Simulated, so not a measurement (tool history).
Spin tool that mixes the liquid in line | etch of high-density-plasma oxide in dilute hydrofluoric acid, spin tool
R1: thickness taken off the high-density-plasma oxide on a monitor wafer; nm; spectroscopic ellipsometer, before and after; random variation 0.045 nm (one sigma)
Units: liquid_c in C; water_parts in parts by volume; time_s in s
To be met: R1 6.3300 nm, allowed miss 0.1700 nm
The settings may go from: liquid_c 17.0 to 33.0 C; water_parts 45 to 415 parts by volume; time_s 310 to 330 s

Run 1, hour 0.0: liquid_c 25.0 C, water_parts 230 parts by volume, time_s 310 s. Result: R1 7.5405 nm.
Run 2, hour 3.9: liquid_c 25.0 C, water_parts 285 parts by volume, time_s 310 s. Result: R1 5.7472 nm.
Run 3, hour 12.8: liquid_c 25.5 C, water_parts 285 parts by volume, time_s 310 s. Result: R1 5.8474 nm.
Run 4, hour 13.5: liquid_c 26.0 C, water_parts 285 parts by volume, time_s 310 s. Result: R1 5.8783 nm.
Run 5, hour 19.3: liquid_c 26.0 C, water_parts 205 parts by volume, time_s 310 s. Result: R1 8.9457 nm.
Run 6, hour 23.2: liquid_c 29.0 C, water_parts 205 parts by volume, time_s 310 s. Result: R1 10.0350 nm.
Run 7, hour 24.3: liquid_c 26.5 C, water_parts 205 parts by volume, time_s 310 s. Result: R1 9.1481 nm.
Run 8, hour 31.6: liquid_c 22.5 C, water_parts 215 parts by volume, time_s 310 s. Result: R1 7.5316 nm.
Run 9, hour 40.0: liquid_c 22.5 C, water_parts 215 parts by volume, time_s 310 s. Result: R1 7.4211 nm.
Run 10, hour 41.8: liquid_c 21.5 C, water_parts 215 parts by volume, time_s 310 s. Result: R1 7.1344 nm.
Run 11, hour 48.8: liquid_c 21.0 C, water_parts 215 parts by volume, time_s 310 s. Result: R1 7.0829 nm.
Run 12, hour 51.6: liquid_c 20.5 C, water_parts 215 parts by volume, time_s 310 s. Result: R1 6.9658 nm.
Run 13, hour 59.7: liquid_c 20.0 C, water_parts 215 parts by volume, time_s 310 s. Result: R1 6.7494 nm.
Run 14, hour 62.3: liquid_c 19.5 C, water_parts 215 parts by volume, time_s 310 s. Result: R1 6.6597 nm.
Run 15, hour 63.7: liquid_c 19.0 C, water_parts 215 parts by volume, time_s 310 s. Result: R1 6.5823 nm.

Which of these 4 next moves meets every target?
Run A, hour 65.1: liquid_c 22.0 C, water_parts 240 parts by volume, time_s 310 s. Result: R1 ?.
Run B, hour 65.1: liquid_c 17.5 C, water_parts 220 parts by volume, time_s 310 s. Result: R1 ?.
Run C, hour 65.1: liquid_c 19.0 C, water_parts 250 parts by volume, time_s 330 s. Result: R1 ?.
Run D, hour 65.1: liquid_c 19.0 C, water_parts 235 parts by volume, time_s 310 s. Result: R1 ?.

move      R1
   A  6.3071
   B  5.9083
   C  5.7068
   D  5.7822
A: meets every target
B: takes the result that was furthest off past its target
C: takes the result that was furthest off past its target
D: takes the result that was furthest off past its target
The right move is A.

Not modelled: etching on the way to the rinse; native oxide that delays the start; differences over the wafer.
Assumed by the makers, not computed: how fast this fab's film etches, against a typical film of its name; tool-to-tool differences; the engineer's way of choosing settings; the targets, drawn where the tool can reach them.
